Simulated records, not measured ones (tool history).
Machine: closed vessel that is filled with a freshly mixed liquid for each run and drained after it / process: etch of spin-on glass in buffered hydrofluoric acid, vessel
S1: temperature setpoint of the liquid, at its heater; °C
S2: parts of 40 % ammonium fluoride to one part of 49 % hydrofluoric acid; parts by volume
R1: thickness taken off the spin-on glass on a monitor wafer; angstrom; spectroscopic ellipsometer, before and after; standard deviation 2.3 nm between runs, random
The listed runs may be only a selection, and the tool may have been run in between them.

run 1 day=0.000 | S1=21.0 S2=10.0 time_in_the_liquid_(s)=100 | R1=3940.1
run 2 day=0.112 | S1=21.0 S2=11.0 time_in_the_liquid_(s)=100 | R1=3564.4
run 3 day=0.246 | S1=19.0 S2=11.0 time_in_the_liquid_(s)=100 | R1=3224.9
run 4 day=0.512 | S1=21.5 S2=11.0 time_in_the_liquid_(s)=100 | R1=3660.7
run 5 day=0.554 | S1=21.0 S2=11.0 time_in_the_liquid_(s)=100 | R1=3541.9
run 6 day=0.771 | S1=21.0 S2=11.0 time_in_the_liquid_(s)=110 | R1=3962.4

What does the tool deliver on the next run?
run 7 day=0.871 | S1=20.0 S2=11.0 time_in_the_liquid_(s)=110 | R1=?

R1: 3725.9 angstrom

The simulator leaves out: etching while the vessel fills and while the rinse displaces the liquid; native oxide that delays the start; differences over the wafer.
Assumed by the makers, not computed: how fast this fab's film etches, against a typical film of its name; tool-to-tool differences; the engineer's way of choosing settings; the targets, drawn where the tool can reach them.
